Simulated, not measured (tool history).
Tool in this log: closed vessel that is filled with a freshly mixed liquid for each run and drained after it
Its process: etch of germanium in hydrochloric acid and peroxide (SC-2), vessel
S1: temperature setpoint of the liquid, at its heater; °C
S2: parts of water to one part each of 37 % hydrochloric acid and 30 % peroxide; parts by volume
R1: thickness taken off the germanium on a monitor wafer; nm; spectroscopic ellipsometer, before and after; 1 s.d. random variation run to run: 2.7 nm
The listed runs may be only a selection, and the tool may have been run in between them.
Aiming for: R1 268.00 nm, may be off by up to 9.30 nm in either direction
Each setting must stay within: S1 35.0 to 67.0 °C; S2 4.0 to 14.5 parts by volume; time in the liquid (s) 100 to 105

{"run": 1, "day": 0.0, "S1": 51.0, "S2": 8.0, "time in the liquid (s)": 100, "R1": 225.49}
{"run": 2, "day": 0.133, "S1": 51.0, "S2": 8.0, "time in the liquid (s)": 105, "R1": 235.16}
{"run": 3, "day": 0.238, "S1": 57.0, "S2": 8.0, "time in the liquid (s)": 105, "R1": 291.57}
{"run": 4, "day": 0.617, "S1": 57.0, "S2": 8.0, "time in the liquid (s)": 105, "R1": 282.76}
{"run": 5, "day": 0.704, "S1": 52.0, "S2": 8.0, "time in the liquid (s)": 105, "R1": 243.81}
{"run": 6, "day": 1.008, "S1": 52.0, "S2": 8.0, "time in the liquid (s)": 105, "R1": 240.75}
{"run": 7, "day": 1.058, "S1": 53.0, "S2": 8.0, "time in the liquid (s)": 105, "R1": 256.46}
{"run": 8, "day": 1.142, "S1": 53.5, "S2": 8.0, "time in the liquid (s)": 105, "R1": 256.39}

Which one of the following 5 next-run settings gets every result inside its allowed miss? There is exactly one.
{"run": "A", "day": 1.225, "S1": 52.5, "S2": 8.0, "time in the liquid (s)": 105, "R1": "?"}
{"run": "B", "day": 1.225, "S1": 52.5, "S2": 6.5, "time in the liquid (s)": 105, "R1": "?"}
{"run": "C", "day": 1.225, "S1": 55.0, "S2": 7.5, "time in the liquid (s)": 105, "R1": "?"}
{"run": "D", "day": 1.225, "S1": 53.5, "S2": 6.0, "time in the liquid (s)": 100, "R1": "?"}
{"run": "E", "day": 1.225, "S1": 52.5, "S2": 8.5, "time in the liquid (s)": 105, "R1": "?"}

move=A R1=250.58
move=B R1=253.86
move=C R1=271.68
move=D R1=250.32
move=E R1=249.41
A: its largest miss is bigger than the last run's
B: its largest miss is bigger than the last run's
C: every result lands within tolerance
D: its largest miss is bigger than the last run's
E: its largest miss is bigger than the last run's
Answer: C
